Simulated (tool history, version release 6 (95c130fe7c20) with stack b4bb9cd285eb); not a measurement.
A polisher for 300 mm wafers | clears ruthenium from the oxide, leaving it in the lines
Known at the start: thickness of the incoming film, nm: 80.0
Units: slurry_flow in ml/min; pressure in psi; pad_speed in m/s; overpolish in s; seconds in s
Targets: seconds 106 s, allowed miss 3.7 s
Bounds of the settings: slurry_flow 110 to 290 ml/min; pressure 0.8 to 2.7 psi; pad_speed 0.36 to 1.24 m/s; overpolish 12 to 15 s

| run | hour | slurry_flow | pressure | pad_speed | overpolish | seconds |
|---|---|---|---|---|---|---|
| 1 | 0 | 185 | 1.7 | 0.8 | 15 | 134.85 |
| 2 | 1.5 | 185 | 1.7 | 0.8 | 12 | 137.34 |
| 3 | 8.1 | 190 | 1.8 | 0.8 | 12 | 129.73 |
| 4 | 10.4 | 190 | 1.8 | 0.8 | 12 | 128.19 |
| 5 | 17.6 | 190 | 1.8 | 0.8 | 15 | 130.23 |
| 6 | 22.7 | 190 | 1.9 | 0.8 | 15 | 121.37 |
| 7 | 29.7 | 190 | 1.9 | 0.8 | 15 | 120.86 |
| 8 | 32.7 | 190 | 2 | 0.8 | 15 | 118.79 |
| 9 | 40.5 | 190 | 2 | 0.8 | 15 | 117.96 |
| 10 | 43 | 190 | 2 | 0.8 | 15 | 118.5 |
| 11 | 44.6 | 195 | 2.1 | 0.8 | 15 | 110.71 |

Which of these 5 next moves meets every target?
| A | 46.2 | 220 | 2 | 0.8 | 12 | ? |
| B | 46.2 | 185 | 2.1 | 0.9 | 15 | ? |
| C | 46.2 | 210 | 2 | 0.88 | 12 | ? |
| D | 46.2 | 250 | 1.8 | 0.82 | 12 | ? |
| E | 46.2 | 210 | 2.4 | 0.78 | 15 | ? |

| move | seconds |
|---|---|
| A | 113.49 |
| B | 99.614 |
| C | 104.41 |
| D | 120.09 |
| E | 98.972 |
A: further off than the last run
B: takes the result that was furthest off past its target
C: meets every target
D: further off than the last run
E: takes the result that was furthest off past its target
The right move is C.
